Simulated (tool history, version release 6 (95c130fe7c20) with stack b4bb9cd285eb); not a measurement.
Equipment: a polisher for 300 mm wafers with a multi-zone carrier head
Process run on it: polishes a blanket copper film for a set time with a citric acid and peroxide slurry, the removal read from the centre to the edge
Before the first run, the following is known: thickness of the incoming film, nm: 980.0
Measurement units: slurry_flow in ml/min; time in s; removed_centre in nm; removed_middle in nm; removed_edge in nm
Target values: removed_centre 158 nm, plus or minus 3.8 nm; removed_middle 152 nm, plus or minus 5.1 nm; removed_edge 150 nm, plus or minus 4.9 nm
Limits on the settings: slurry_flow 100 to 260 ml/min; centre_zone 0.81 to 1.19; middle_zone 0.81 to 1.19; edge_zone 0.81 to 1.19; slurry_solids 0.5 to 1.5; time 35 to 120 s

run,day,slurry_flow,centre_zone,middle_zone,edge_zone,slurry_solids,time,removed_centre,removed_middle,removed_edge
1,0,165,1,1,1,1,77,209.16,206.82,215.09
2,0.154,165,1,1,1.04,1,77,209.58,205.87,215.52
3,0.288,165,1,1,1.04,1,70,190.04,188.12,197.29
4,0.338,165,1,1,0.95,1,70,189.93,187.81,187.72
5,0.671,165,1,1.04,0.95,1,70,189.55,192.91,186.84
6,0.929,160,1,1.02,0.92,0.85,69,178.37,180.82,176.2
7,1.179,155,1.01,1,0.89,0.75,68,175.26,171.46,168.17
8,1.504,145,1.01,0.99,0.87,0.7,68,171.49,167.89,162.06
9,1.875,135,1,0.97,0.86,0.65,68,168.84,159.59,161.06
10,2,130,1,0.97,0.85,0.6,68,167.06,154.04,158.24
11,2.242,110,0.98,1.02,0.81,0.55,67,151.97,156.91,143.48
12,2.5,115,0.98,1.01,0.82,0.55,67,153.43,155.55,146.22

Of the 4 settings listed for the next run, only one would bring every result within its allowed miss of target. Which one?
A,2.758,100,0.99,0.96,0.81,0.5,70,?,?,?
B,2.758,105,0.92,0.89,0.84,0.55,74,?,?,?
C,2.758,160,1.03,0.95,0.82,0.7,64,?,?,?
D,2.758,100,1.04,1.12,0.83,0.5,64,?,?,?

move,removed_centre,removed_middle,removed_edge
A,156,151.43,148.4
B,156.33,153.41,162.56
C,166,152.42,149.4
D,150.06,157.76,136.84
A: hits every target within its allowed miss
B: meets the target for the result that was furthest off, but another lies outside its allowed miss
C: pushes the last run's worst result past its target
D: lands further from the targets than the last run did
Correct choice: A, which meets every target
